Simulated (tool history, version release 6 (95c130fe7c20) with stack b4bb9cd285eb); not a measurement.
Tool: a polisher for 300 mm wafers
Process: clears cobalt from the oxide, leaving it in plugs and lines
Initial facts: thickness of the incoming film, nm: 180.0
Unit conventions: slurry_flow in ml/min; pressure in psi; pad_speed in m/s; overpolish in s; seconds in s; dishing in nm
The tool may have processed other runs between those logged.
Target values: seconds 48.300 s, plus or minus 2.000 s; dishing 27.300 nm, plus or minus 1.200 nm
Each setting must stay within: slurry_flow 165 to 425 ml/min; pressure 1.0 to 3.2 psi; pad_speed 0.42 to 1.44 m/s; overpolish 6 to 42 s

run	day	slurry_flow	pressure	pad_speed	overpolish	seconds	dishing
1	0.000	275	2.1	0.92	21	44.266	53.945
2	0.208	275	2.5	0.92	21	36.368	58.312
3	0.475	215	2.5	0.92	21	38.526	57.611
4	0.767	215	2.5	0.76	21	43.736	54.341
5	1.029	215	2.5	0.76	16	43.948	45.404
6	1.158	245	2.5	0.74	15	44.314	43.745
7	1.383	270	2.5	0.72	14	44.842	41.990
8	1.746	290	2.5	0.70	13	45.579	38.411
9	1.779	305	2.5	0.70	12	45.439	35.791
10	1.975	365	2.3	0.70	6	47.598	19.625
11	2.246	350	2.3	0.70	6	48.920	19.850
12	2.542	335	2.3	0.70	6	48.454	19.604
13	2.654	335	2.3	0.70	6	48.738	19.104
14	2.683	335	2.3	0.68	6	49.097	19.030
15	3.050	335	2.3	0.66	6	50.361	18.364
16	3.350	330	2.3	0.66	6	49.113	18.982
17	3.383	330	2.3	0.64	6	51.459	18.234

Of the 4 settings listed for the next run, only one would bring every result within its allowed miss of target. Which one?
A	3.417	325	2.5	0.64	10	?	?
B	3.417	320	2.4	0.68	9	?	?
C	3.417	340	2.5	0.74	8	?	?
D	3.417	355	2.5	0.70	9	?	?

move	seconds	dishing
A	47.752	29.615
B	47.644	27.256
C	42.911	26.957
D	44.565	28.762
A: pushes the last run's worst result past its target
B: hits every target within its allowed miss
C: brings the result that was furthest off to its target, and leaves another outside
D: pushes the last run's worst result past its target
The move that meets every target is B.

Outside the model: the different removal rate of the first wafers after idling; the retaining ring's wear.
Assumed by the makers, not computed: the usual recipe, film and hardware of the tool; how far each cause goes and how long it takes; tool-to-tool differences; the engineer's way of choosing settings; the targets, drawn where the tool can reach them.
